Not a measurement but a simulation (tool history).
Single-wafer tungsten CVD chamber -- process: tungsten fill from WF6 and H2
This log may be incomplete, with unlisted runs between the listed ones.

run,day,heater temperature setpoint (°C),chamber pressure (mTorr),deposition time (s),mean film thickness on the monitor wafer (angstrom)
1,0.000,380,41500,13.0,295.64
2,0.371,383,41600,13.0,317.20
3,0.517,383,41600,13.0,316.58
4,0.650,383,45300,13.0,329.03
5,0.771,387,45300,13.0,361.88
6,0.812,378,45300,13.0,295.83
7,1.038,380,45300,13.0,307.59

Estimate the outcome of run 8 from the log above:
8,1.138,382,45300,13.0,?

Run 8 measured mean film thickness on the monitor wafer (angstrom) 324.71.
